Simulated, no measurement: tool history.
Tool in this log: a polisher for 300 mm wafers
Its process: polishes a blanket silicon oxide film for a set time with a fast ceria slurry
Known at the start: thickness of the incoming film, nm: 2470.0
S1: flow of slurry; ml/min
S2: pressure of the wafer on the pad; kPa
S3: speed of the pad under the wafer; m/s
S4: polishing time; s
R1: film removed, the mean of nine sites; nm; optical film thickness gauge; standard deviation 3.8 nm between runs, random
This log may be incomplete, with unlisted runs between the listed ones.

| run | hour | S1 | S2 | S3 | S4 | R1 |
|---|---|---|---|---|---|---|
| 1 | 0 | 155 | 18.6 | 0.96 | 76 | 1051.5 |
| 2 | 8.8 | 155 | 18.6 | 1.16 | 76 | 1270.2 |
| 3 | 15.3 | 150 | 17.2 | 1.1 | 76 | 1116.9 |
| 4 | 23.3 | 175 | 17.2 | 1.1 | 76 | 1141 |
| 5 | 30.4 | 175 | 21.4 | 1.1 | 76 | 1377 |
| 6 | 36.8 | 175 | 24.8 | 1.1 | 76 | 1552.5 |

Expected results for the next run?
| 7 | 40.7 | 170 | 22.8 | 1.04 | 76 | ? |

R1: 1353.8 nm

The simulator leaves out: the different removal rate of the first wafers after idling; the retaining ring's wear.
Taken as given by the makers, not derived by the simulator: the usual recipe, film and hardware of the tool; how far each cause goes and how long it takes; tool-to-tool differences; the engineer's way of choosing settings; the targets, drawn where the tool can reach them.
